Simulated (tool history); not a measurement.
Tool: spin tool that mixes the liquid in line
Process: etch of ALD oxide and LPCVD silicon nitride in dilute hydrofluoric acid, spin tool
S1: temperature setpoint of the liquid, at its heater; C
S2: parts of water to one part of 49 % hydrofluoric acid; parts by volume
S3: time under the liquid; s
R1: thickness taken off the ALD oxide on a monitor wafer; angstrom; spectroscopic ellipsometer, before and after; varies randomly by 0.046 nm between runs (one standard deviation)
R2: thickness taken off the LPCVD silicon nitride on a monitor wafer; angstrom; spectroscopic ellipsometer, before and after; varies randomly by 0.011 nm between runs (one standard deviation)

run 1 day=0.000 | S1=24 S2=90 S3=100 | R1=141.43 R2=6.3248
run 2 day=0.079 | S1=24 S2=120 S3=100 | R1=100.44 R2=4.5144
run 3 day=0.283 | S1=24 S2=120 S3=130 | R1=132.76 R2=5.5651
run 4 day=0.408 | S1=24 S2=145 S3=130 | R1=106.56 R2=5.1913
run 5 day=0.688 | S1=27 S2=145 S3=130 | R1=118.80 R2=6.1306
run 6 day=0.954 | S1=26 S2=145 S3=130 | R1=114.44 R2=5.2378

Run 7 comes next. What will it give?
run 7 day=1.121 | S1=25 S2=145 S3=130 | R1=? R2=?

{"run 7": {"R1": 110.93, "R2": 5.2455}}
